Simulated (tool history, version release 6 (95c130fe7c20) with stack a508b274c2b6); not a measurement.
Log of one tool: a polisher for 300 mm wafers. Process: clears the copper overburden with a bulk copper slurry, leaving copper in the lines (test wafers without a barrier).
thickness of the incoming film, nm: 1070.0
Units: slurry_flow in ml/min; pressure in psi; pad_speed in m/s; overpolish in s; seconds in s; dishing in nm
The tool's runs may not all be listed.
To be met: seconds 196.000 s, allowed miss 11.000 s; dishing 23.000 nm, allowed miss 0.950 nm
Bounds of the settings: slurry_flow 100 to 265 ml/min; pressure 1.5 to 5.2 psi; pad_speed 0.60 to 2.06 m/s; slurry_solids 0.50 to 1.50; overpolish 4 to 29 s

run  hour  slurry_flow  pressure  pad_speed  slurry_solids  overpolish  seconds  dishing
  1   0.0          170       3.3       1.32           1.00          15   74.690  110.250
  2   0.6          170       3.3       1.32           0.80          15   78.662  106.090
  3   2.2          170       3.3       1.32           0.70          15   83.360  103.460
  4   9.0          145       2.7       1.08           0.75          11  113.370   60.141
  5  14.5          145       2.7       1.08           0.90          11  110.390   63.896
  6  22.1          145       2.7       1.08           0.90          14  113.110   74.746
     28.0  -- worn pad replaced by a new one
  7  28.0          120       1.7       0.72           0.80           7  244.620   22.113
  8  32.9          155       2.3       0.84           0.55           4  168.540   18.363
  9  41.1          155       2.3       0.84           0.55           4  172.930   18.297

Which of these 5 next moves meets every target?
  A  49.3          140       3.1       0.80           0.70           4        ?        ?
  B  49.3          185       1.8       0.84           0.50           4        ?        ?
  C  49.3          100       1.5       1.08           0.60           6        ?        ?
  D  49.3          205       1.5       1.04           0.55           7        ?        ?
  E  49.3          140       1.8       0.82           0.50           8        ?        ?

move  seconds  dishing
   A  131.600   22.515
   B  201.320   14.901
   C  189.730   22.875
   D  183.930   27.048
   E  212.420   26.984
A: brings the result that was furthest off to its target, and leaves another outside
B: further off than the last run
C: meets every target
D: takes the result that was furthest off past its target
E: takes the result that was furthest off past its target
The right move is C.

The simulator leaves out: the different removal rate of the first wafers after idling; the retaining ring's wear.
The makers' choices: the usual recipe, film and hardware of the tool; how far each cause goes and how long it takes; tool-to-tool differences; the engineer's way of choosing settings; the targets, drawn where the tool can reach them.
